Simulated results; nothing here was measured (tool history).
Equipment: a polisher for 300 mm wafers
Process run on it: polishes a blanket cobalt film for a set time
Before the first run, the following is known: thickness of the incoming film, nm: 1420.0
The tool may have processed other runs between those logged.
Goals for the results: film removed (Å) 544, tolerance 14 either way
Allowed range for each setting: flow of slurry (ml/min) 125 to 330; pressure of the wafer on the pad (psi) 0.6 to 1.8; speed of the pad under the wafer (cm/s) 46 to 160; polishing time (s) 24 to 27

run,hour,flow of slurry (ml/min),pressure of the wafer on the pad (psi),speed of the pad under the wafer (cm/s),polishing time (s),film removed (Å)
1,0,210,1.2,102,27,785.61
2,4.7,210,1.2,102,27,784.87
3,9.1,210,1.4,102,27,908.98
4,10.2,190,1.4,102,27,895.77
5,14.9,180,1.2,102,27,771.45
6,23.7,180,1.2,92,27,701.15
7,27.6,175,1.1,92,27,632.47
8,31.6,170,1,92,27,578.8
9,32.3,165,1,92,27,570.33
10,33.1,165,1,92,27,569.9
11,38.7,155,0.9,92,27,510.62
12,41.9,165,0.9,92,27,520.34
13,49.2,175,0.9,92,27,517.67
14,52.5,175,1,92,27,577.77
15,58,165,1,92,27,567.67
16,59,160,1,92,27,569.05
17,67.9,155,1,92,27,567.47
18,73.5,150,1,92,27,556.29

Which single option among these 4 for the next run brings every result within its allowed miss of target? Just one does.
A,79.1,130,1.2,86,26,?
B,79.1,220,0.9,112,24,?
C,79.1,190,0.9,100,27,?
D,79.1,200,1,92,25,?

move,film removed (Å)
A,586.62
B,583.17
C,575.42
D,548.17
A: the biggest miss grows against the last run
B: the biggest miss grows against the last run
C: the biggest miss grows against the last run
D: meets every target
Go with D: it meets all targets.

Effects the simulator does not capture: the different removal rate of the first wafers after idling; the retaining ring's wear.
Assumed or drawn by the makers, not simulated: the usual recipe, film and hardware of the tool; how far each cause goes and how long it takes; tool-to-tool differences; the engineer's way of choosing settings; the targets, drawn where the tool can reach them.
